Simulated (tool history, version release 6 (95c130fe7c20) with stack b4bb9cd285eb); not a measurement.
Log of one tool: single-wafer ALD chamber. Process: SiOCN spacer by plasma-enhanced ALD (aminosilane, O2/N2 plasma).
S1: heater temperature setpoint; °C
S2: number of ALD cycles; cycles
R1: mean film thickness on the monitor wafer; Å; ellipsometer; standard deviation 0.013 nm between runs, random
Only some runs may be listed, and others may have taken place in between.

run 1 hour=0 | S1=420 S2=73 | R1=42.294
run 2 hour=1.6 | S1=430 S2=73 | R1=40.62
run 3 hour=7.2 | S1=430 S2=82 | R1=45.669
run 4 hour=13.8 | S1=430 S2=88 | R1=49.265
run 5 hour=20.8 | S1=433 S2=81 | R1=44.848
run 6 hour=26.9 | S1=435 S2=75 | R1=41.003
run 7 hour=34.3 | S1=437 S2=71 | R1=38.647
run 8 hour=36.4 | S1=438 S2=68 | R1=36.88
run 9 hour=42.5 | S1=439 S2=66 | R1=35.602

Estimate the outcome of run 10 from the log above:
run 10 hour=49.7 | S1=439 S2=66 | R1=?

R1: 36.009 Å

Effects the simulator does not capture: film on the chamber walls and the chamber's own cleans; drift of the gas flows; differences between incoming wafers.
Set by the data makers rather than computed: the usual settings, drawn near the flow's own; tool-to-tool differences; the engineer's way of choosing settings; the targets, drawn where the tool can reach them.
